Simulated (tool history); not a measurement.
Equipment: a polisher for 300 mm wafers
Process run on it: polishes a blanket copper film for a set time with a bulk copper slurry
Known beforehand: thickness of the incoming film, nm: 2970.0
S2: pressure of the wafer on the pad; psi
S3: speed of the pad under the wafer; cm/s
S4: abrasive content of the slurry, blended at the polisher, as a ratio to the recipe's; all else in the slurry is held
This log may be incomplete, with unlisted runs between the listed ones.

run 1 hour=0 | flow_of_slurry_(ml/min)=255 S2=3.4 S3=132 S4=1 polishing_time_(s)=47 | film_removed_(angstrom)=7349.6
run 2 hour=7.2 | flow_of_slurry_(ml/min)=255 S2=3.4 S3=132 S4=1 polishing_time_(s)=49 | film_removed_(angstrom)=7666
run 3 hour=8 | flow_of_slurry_(ml/min)=265 S2=3.5 S3=132 S4=1 polishing_time_(s)=49 | film_removed_(angstrom)=7888.9
run 4 hour=12.5 | flow_of_slurry_(ml/min)=265 S2=3 S3=132 S4=1 polishing_time_(s)=49 | film_removed_(angstrom)=6872.9
run 5 hour=17.8 | flow_of_slurry_(ml/min)=270 S2=3.3 S3=132 S4=1 polishing_time_(s)=49 | film_removed_(angstrom)=7558.6
run 6 hour=26.8 | flow_of_slurry_(ml/min)=290 S2=3.4 S3=132 S4=1 polishing_time_(s)=49 | film_removed_(angstrom)=7808.4
run 7 hour=27.5 | flow_of_slurry_(ml/min)=300 S2=3.5 S3=132 S4=1 polishing_time_(s)=49 | film_removed_(angstrom)=8063.9
run 8 hour=32.2 | flow_of_slurry_(ml/min)=305 S2=3.6 S3=132 S4=1 polishing_time_(s)=49 | film_removed_(angstrom)=8358.6
run 9 hour=37.7 | flow_of_slurry_(ml/min)=315 S2=3.7 S3=132 S4=1 polishing_time_(s)=49 | film_removed_(angstrom)=8554.6

Run 10 is up next; what results do you expect?
-- hour=40.4 slurry nozzle cleaned
run 10 hour=40.4 | flow_of_slurry_(ml/min)=315 S2=3.9 S3=132 S4=1 polishing_time_(s)=49 | film_removed_(angstrom)=?

Logged for run 10: film removed (angstrom) 9370.3.

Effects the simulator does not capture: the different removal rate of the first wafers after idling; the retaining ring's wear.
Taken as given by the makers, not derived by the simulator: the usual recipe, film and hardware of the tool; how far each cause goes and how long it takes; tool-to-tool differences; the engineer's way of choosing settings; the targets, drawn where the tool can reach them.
